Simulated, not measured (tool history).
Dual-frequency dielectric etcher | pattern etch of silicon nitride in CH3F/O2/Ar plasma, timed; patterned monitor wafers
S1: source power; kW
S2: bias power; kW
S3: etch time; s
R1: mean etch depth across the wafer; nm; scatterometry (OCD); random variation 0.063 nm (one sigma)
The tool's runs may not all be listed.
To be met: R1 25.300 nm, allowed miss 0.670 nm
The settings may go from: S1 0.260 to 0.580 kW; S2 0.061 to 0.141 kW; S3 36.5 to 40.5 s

run 1 hour=0.0 | S1=0.420 S2=0.101 S3=40.5 | R1=30.187
run 2 hour=5.6 | S1=0.410 S2=0.099 S3=40.5 | R1=29.745
run 3 hour=13.8 | S1=0.450 S2=0.099 S3=40.5 | R1=30.907
run 4 hour=22.0 | S1=0.430 S2=0.097 S3=40.5 | R1=30.189
run 5 hour=26.1 | S1=0.430 S2=0.080 S3=40.5 | R1=28.483
run 6 hour=31.1 | S1=0.430 S2=0.080 S3=40.5 | R1=28.554
run 7 hour=39.4 | S1=0.420 S2=0.079 S3=40.5 | R1=28.106
run 8 hour=43.3 | S1=0.410 S2=0.078 S3=40.5 | R1=27.758
run 9 hour=45.1 | S1=0.400 S2=0.077 S3=40.5 | R1=27.221
run 10 hour=48.0 | S1=0.390 S2=0.077 S3=40.5 | R1=27.045
run 11 hour=56.9 | S1=0.380 S2=0.077 S3=40.5 | R1=26.737

Which of these 4 next moves meets every target?
run A hour=65.8 | S1=0.370 S2=0.075 S3=37.5 | R1=?
run B hour=65.8 | S1=0.360 S2=0.074 S3=39.5 | R1=?
run C hour=65.8 | S1=0.430 S2=0.085 S3=40.5 | R1=?
run D hour=65.8 | S1=0.410 S2=0.080 S3=38.5 | R1=?

move=A R1=24.317
move=B R1=25.219
move=C R1=29.013
move=D R1=26.562
A: takes the result that was furthest off past its target
B: meets every target
C: further off than the last run
D: nearer than the last run, and not there yet
Answer: B
